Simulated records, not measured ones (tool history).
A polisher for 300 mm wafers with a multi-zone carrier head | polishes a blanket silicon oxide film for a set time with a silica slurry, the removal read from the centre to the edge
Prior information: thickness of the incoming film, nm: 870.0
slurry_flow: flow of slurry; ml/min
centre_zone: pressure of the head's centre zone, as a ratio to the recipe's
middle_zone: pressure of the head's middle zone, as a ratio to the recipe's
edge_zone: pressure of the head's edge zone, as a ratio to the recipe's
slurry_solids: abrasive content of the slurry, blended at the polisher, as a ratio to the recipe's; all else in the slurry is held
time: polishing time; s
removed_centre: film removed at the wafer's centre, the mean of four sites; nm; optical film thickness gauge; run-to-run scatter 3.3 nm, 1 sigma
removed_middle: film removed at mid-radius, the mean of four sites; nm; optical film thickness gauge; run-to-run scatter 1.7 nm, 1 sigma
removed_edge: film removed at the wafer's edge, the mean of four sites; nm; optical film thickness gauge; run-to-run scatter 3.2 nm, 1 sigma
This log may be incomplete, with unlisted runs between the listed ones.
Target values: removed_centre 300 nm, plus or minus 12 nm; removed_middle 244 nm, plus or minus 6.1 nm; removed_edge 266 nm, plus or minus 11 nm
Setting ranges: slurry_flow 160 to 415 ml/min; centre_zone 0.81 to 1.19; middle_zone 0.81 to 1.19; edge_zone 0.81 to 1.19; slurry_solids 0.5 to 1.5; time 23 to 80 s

run 1 hour=0 | slurry_flow=265 centre_zone=1 middle_zone=1 edge_zone=1 slurry_solids=1 time=51 | removed_centre=194.07 removed_middle=189.75 removed_edge=185.91
run 2 hour=6.8 | slurry_flow=265 centre_zone=1 middle_zone=0.93 edge_zone=1 slurry_solids=1 time=51 | removed_centre=188.74 removed_middle=177.62 removed_edge=187.26
run 3 hour=13.2 | slurry_flow=265 centre_zone=1.07 middle_zone=0.93 edge_zone=1 slurry_solids=1 time=51 | removed_centre=203.72 removed_middle=176.83 removed_edge=193.14
run 4 hour=20.8 | slurry_flow=265 centre_zone=1.07 middle_zone=1 edge_zone=1 slurry_solids=1 time=51 | removed_centre=201.99 removed_middle=187.87 removed_edge=186.65
run 5 hour=25.8 | slurry_flow=275 centre_zone=1.09 middle_zone=0.99 edge_zone=1.01 slurry_solids=1.1 time=51 | removed_centre=216.94 removed_middle=195.26 removed_edge=199.46
run 6 hour=30.9 | slurry_flow=320 centre_zone=1.09 middle_zone=0.99 edge_zone=1.01 slurry_solids=1.1 time=51 | removed_centre=223.32 removed_middle=202.33 removed_edge=200.77
run 7 hour=32.5 | slurry_flow=290 centre_zone=1.19 middle_zone=0.97 edge_zone=1.11 slurry_solids=1.35 time=53 | removed_centre=265.6 removed_middle=220.91 removed_edge=232.83
run 8 hour=36.2 | slurry_flow=300 centre_zone=1.19 middle_zone=0.96 edge_zone=1.12 slurry_solids=1.4 time=53 | removed_centre=275.22 removed_middle=219.83 removed_edge=240.35
run 9 hour=37.5 | slurry_flow=310 centre_zone=1.19 middle_zone=0.97 edge_zone=1.13 slurry_solids=1.4 time=53 | removed_centre=279 removed_middle=223.45 removed_edge=242.08
run 10 hour=44.5 | slurry_flow=320 centre_zone=1.19 middle_zone=0.98 edge_zone=1.14 slurry_solids=1.4 time=53 | removed_centre=270.36 removed_middle=229.75 removed_edge=244.01
run 11 hour=50.9 | slurry_flow=325 centre_zone=1.19 middle_zone=0.97 edge_zone=1.14 slurry_solids=1.4 time=53 | removed_centre=281.41 removed_middle=225.25 removed_edge=239.1
run 12 hour=54.9 | slurry_flow=320 centre_zone=1.19 middle_zone=0.97 edge_zone=1.14 slurry_solids=1.4 time=54 | removed_centre=284.04 removed_middle=231.12 removed_edge=245.68
run 13 hour=59.3 | slurry_flow=320 centre_zone=1.19 middle_zone=0.97 edge_zone=1.15 slurry_solids=1.4 time=54 | removed_centre=282.01 removed_middle=228.87 removed_edge=249.34
run 14 hour=61.5 | slurry_flow=325 centre_zone=1.19 middle_zone=0.97 edge_zone=1.16 slurry_solids=1.4 time=54 | removed_centre=283.87 removed_middle=227.39 removed_edge=249.75
run 15 hour=66.6 | slurry_flow=330 centre_zone=1.19 middle_zone=0.97 edge_zone=1.16 slurry_solids=1.4 time=54 | removed_centre=282.49 removed_middle=229 removed_edge=250.17

Which of these 4 next moves meets every target?
run A hour=71.7 | slurry_flow=300 centre_zone=1.14 middle_zone=0.81 edge_zone=1.18 slurry_solids=1.35 time=61 | removed_centre=? removed_middle=? removed_edge=?
run B hour=71.7 | slurry_flow=345 centre_zone=1.18 middle_zone=0.97 edge_zone=1.17 slurry_solids=1.4 time=57 | removed_centre=? removed_middle=? removed_edge=?
run C hour=71.7 | slurry_flow=340 centre_zone=1.07 middle_zone=0.88 edge_zone=1.19 slurry_solids=1.5 time=53 | removed_centre=? removed_middle=? removed_edge=?
run D hour=71.7 | slurry_flow=315 centre_zone=1.13 middle_zone=0.95 edge_zone=1.19 slurry_solids=1.3 time=56 | removed_centre=? removed_middle=? removed_edge=?

move=A removed_centre=303.55 removed_middle=218.03 removed_edge=276.83
move=B removed_centre=304.18 removed_middle=244.11 removed_edge=264.06
move=C removed_centre=261.77 removed_middle=214.05 removed_edge=253.63
move=D removed_centre=274.88 removed_middle=226.83 removed_edge=252.66
A: misses by more than the last run did
B: each result inside its tolerance
C: misses by more than the last run did
D: misses by more than the last run did
The right move is B.
